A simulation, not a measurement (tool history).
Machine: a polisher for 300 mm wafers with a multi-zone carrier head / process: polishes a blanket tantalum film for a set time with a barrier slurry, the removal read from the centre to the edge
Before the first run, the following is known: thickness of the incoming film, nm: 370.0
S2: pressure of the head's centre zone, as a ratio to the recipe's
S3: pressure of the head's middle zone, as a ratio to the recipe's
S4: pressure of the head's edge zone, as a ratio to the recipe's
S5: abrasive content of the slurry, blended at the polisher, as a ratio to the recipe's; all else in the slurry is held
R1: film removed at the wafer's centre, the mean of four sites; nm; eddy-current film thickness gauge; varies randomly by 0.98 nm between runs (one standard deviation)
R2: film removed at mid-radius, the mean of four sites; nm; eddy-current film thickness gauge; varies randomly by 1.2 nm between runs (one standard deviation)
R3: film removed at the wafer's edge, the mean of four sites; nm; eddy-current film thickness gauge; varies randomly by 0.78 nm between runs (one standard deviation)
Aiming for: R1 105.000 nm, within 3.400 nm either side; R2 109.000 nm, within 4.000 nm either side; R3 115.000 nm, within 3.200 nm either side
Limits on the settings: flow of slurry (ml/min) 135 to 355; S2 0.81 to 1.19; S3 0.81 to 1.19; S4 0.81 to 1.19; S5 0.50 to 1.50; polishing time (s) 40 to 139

Run 1, day 0.000: flow of slurry (ml/min) 225, S2 1.00, S3 1.00, S4 1.00, S5 1.00, polishing time (s) 89. Result: R1 96.186 nm, R2 95.081 nm, R3 93.246 nm.
Run 2, day 0.200: flow of slurry (ml/min) 225, S2 1.00, S3 0.93, S4 1.00, S5 1.00, polishing time (s) 89. Result: R1 94.443 nm, R2 89.518 nm, R3 93.245 nm.
Run 3, day 0.521: flow of slurry (ml/min) 225, S2 1.00, S3 0.93, S4 1.00, S5 1.00, polishing time (s) 99. Result: R1 107.080 nm, R2 100.120 nm, R3 104.940 nm.
Run 4, day 0.775: flow of slurry (ml/min) 225, S2 1.00, S3 0.93, S4 0.94, S5 1.00, polishing time (s) 99. Result: R1 105.410 nm, R2 99.962 nm, R3 101.120 nm.
Run 5, day 0.867: flow of slurry (ml/min) 225, S2 1.00, S3 0.93, S4 0.94, S5 0.85, polishing time (s) 99. Result: R1 101.450 nm, R2 92.824 nm, R3 96.607 nm.
Run 6, day 1.112: flow of slurry (ml/min) 225, S2 1.00, S3 0.93, S4 1.00, S5 0.85, polishing time (s) 99. Result: R1 99.338 nm, R2 93.867 nm, R3 99.894 nm.
Run 7, day 1.475: flow of slurry (ml/min) 235, S2 1.00, S3 0.94, S4 1.03, S5 0.85, polishing time (s) 99. Result: R1 100.590 nm, R2 94.180 nm, R3 100.620 nm.
Run 8, day 1.542: flow of slurry (ml/min) 235, S2 0.99, S3 0.95, S4 1.05, S5 0.90, polishing time (s) 99. Result: R1 101.190 nm, R2 97.782 nm, R3 103.950 nm.

Of the 4 settings listed for the next run, only one would bring every result within its allowed miss of target. Which one?
Run A, day 1.608: flow of slurry (ml/min) 250, S2 0.92, S3 0.94, S4 1.04, S5 0.95, polishing time (s) 107. Result: R1 ?, R2 ?, R3 ?.
Run B, day 1.608: flow of slurry (ml/min) 275, S2 1.04, S3 1.14, S4 0.93, S5 0.85, polishing time (s) 100. Result: R1 ?, R2 ?, R3 ?.
Run C, day 1.608: flow of slurry (ml/min) 230, S2 1.04, S3 1.14, S4 0.92, S5 1.05, polishing time (s) 95. Result: R1 ?, R2 ?, R3 ?.
Run D, day 1.608: flow of slurry (ml/min) 145, S2 1.01, S3 1.05, S4 1.08, S5 0.90, polishing time (s) 107. Result: R1 ?, R2 ?, R3 ?.

move       R1       R2       R3
   A  103.820  106.080  114.750
   B  106.920  113.390   98.259
   C  106.740  113.420   98.234
   D  104.060  106.940  109.160
A: every result lands within tolerance
B: lands further from the targets than the last run did
C: lands further from the targets than the last run did
D: gains on the last run, yet a result remains outside its allowed miss
The move that meets every target is A.
